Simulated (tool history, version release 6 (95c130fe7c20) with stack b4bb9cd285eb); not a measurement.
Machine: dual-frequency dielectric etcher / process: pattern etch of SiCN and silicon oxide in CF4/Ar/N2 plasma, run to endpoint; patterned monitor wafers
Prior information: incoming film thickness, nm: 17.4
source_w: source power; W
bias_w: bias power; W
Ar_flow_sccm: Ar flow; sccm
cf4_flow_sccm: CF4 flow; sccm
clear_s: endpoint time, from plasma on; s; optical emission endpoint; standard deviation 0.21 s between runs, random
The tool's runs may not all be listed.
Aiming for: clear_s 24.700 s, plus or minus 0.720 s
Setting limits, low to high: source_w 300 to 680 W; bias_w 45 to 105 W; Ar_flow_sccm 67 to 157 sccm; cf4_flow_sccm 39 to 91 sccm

run,hour,source_w,bias_w,Ar_flow_sccm,cf4_flow_sccm,clear_s
1,0.0,490,75,112,65,18.238
2,8.2,470,74,112,65,18.990
3,16.4,500,74,112,65,17.782
4,20.8,420,74,112,65,20.883
5,28.1,410,74,112,65,22.011
6,32.7,410,74,102,65,21.617
7,39.1,400,74,102,65,21.847
8,41.1,390,74,102,65,22.395
9,48.5,380,74,102,65,23.450
10,50.8,370,74,102,65,23.717

Pick the move, out of 5, that brings all results within their allowed miss; only one does.
A,53.1,420,57,106,71,?
B,53.1,400,70,97,65,?
C,53.1,410,70,100,71,?
D,53.1,340,80,92,63,?
E,53.1,380,82,109,56,?

move,clear_s
A,22.492
B,22.339
C,21.450
D,25.098
E,23.307
A: moves away from the targets compared with the last run
B: moves away from the targets compared with the last run
C: moves away from the targets compared with the last run
D: all results land within tolerance of their targets
E: moves away from the targets compared with the last run
Correct choice: D, which meets every target
